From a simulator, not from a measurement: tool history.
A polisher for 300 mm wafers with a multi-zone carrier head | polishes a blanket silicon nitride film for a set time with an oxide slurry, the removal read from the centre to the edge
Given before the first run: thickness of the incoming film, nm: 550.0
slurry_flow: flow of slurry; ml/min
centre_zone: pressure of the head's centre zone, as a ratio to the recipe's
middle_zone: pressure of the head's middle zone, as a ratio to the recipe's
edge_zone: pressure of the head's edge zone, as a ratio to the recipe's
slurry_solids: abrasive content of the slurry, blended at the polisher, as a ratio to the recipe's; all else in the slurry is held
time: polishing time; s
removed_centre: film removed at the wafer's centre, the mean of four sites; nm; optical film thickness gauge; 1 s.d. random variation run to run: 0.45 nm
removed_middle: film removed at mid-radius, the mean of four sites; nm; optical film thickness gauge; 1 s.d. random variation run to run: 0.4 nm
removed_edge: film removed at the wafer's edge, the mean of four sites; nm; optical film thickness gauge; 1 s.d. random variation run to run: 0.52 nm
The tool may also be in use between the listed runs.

{"run": 1, "hour": 0.0, "slurry_flow": 235, "centre_zone": 1, "middle_zone": 1, "edge_zone": 1, "slurry_solids": 1, "time": 65, "removed_centre": 55.215, "removed_middle": 54.909, "removed_edge": 53.629}
{"run": 2, "hour": 7.5, "slurry_flow": 190, "centre_zone": 1, "middle_zone": 1, "edge_zone": 1, "slurry_solids": 1, "time": 65, "removed_centre": 52.778, "removed_middle": 53.171, "removed_edge": 53.077}
{"run": 3, "hour": 10.9, "slurry_flow": 190, "centre_zone": 1, "middle_zone": 1, "edge_zone": 1, "slurry_solids": 1, "time": 53, "removed_centre": 42.894, "removed_middle": 44.096, "removed_edge": 43.278}
{"run": 4, "hour": 11.5, "slurry_flow": 185, "centre_zone": 0.99, "middle_zone": 0.99, "edge_zone": 1, "slurry_solids": 1, "time": 53, "removed_centre": 42.551, "removed_middle": 43.172, "removed_edge": 43.091}
{"run": 5, "hour": 15.8, "slurry_flow": 180, "centre_zone": 0.98, "middle_zone": 0.98, "edge_zone": 1, "slurry_solids": 1, "time": 53, "removed_centre": 41.546, "removed_middle": 41.983, "removed_edge": 42.776}
{"run": 6, "hour": 19.5, "slurry_flow": 175, "centre_zone": 0.97, "middle_zone": 0.98, "edge_zone": 0.99, "slurry_solids": 1, "time": 53, "removed_centre": 41.671, "removed_middle": 42.308, "removed_edge": 43.325}
{"run": 7, "hour": 28.2, "slurry_flow": 175, "centre_zone": 0.96, "middle_zone": 0.98, "edge_zone": 0.99, "slurry_solids": 0.95, "time": 53, "removed_centre": 40.047, "removed_middle": 40.365, "removed_edge": 42.573}
{"run": 8, "hour": 35.1, "slurry_flow": 175, "centre_zone": 0.96, "middle_zone": 0.99, "edge_zone": 0.99, "slurry_solids": 0.95, "time": 53, "removed_centre": 38.635, "removed_middle": 41.892, "removed_edge": 41.971}

What will run 9 give?
{"run": 9, "hour": 39.9, "slurry_flow": 170, "centre_zone": 0.96, "middle_zone": 0.98, "edge_zone": 0.99, "slurry_solids": 0.95, "time": 53, "removed_centre": "?", "removed_middle": "?", "removed_edge": "?"}

removed_centre: 38.599 nm
removed_middle: 40.917 nm
removed_edge: 41.612 nm

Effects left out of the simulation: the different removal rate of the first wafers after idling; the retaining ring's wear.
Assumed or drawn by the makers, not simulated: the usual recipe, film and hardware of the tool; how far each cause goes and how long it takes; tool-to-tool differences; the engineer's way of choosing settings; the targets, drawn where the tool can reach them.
